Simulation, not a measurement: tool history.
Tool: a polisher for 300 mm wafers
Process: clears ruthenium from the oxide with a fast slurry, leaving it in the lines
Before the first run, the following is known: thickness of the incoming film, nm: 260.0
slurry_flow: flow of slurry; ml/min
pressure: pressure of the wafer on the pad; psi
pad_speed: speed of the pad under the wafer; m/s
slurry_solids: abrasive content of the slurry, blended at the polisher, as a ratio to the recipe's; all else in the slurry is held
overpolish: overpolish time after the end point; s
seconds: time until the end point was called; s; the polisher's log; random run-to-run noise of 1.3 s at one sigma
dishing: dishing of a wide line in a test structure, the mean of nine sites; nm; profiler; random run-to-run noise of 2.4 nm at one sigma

Run 1, hour 0: slurry_flow 175 ml/min, pressure 3.2 psi, pad_speed 1.18 m/s, slurry_solids 1, overpolish 27 s. Result: seconds 45.691 s, dishing 111.2 nm.
Run 2, hour 7.4: slurry_flow 175 ml/min, pressure 2.7 psi, pad_speed 1.18 m/s, slurry_solids 1, overpolish 27 s. Result: seconds 52.97 s, dishing 105.1 nm.
Run 3, hour 14.8: slurry_flow 175 ml/min, pressure 2.5 psi, pad_speed 1.18 m/s, slurry_solids 1, overpolish 28 s. Result: seconds 54.333 s, dishing 103.57 nm.
Run 4, hour 18.3: slurry_flow 175 ml/min, pressure 2.5 psi, pad_speed 1.18 m/s, slurry_solids 1, overpolish 34 s. Result: seconds 55.416 s, dishing 126.41 nm.
Run 5, hour 23.8: slurry_flow 175 ml/min, pressure 2.5 psi, pad_speed 1.18 m/s, slurry_solids 0.8, overpolish 34 s. Result: seconds 62.143 s, dishing 110.66 nm.
Run 6, hour 27.7: slurry_flow 175 ml/min, pressure 2.4 psi, pad_speed 1.18 m/s, slurry_solids 0.8, overpolish 34 s. Result: seconds 61.478 s, dishing 112.09 nm.
Run 7, hour 35.3: slurry_flow 175 ml/min, pressure 2.3 psi, pad_speed 1.18 m/s, slurry_solids 0.8, overpolish 34 s. Result: seconds 64.926 s, dishing 108.85 nm.

Run 8, settings as shown, results not yet in. Your forecast:
Run 8, hour 43: slurry_flow 175 ml/min, pressure 2.2 psi, pad_speed 1.18 m/s, slurry_solids 0.8, overpolish 34 s. Result: seconds ?, dishing ?.

{"run 8": {"seconds": 65.297, "dishing": 105.6}}
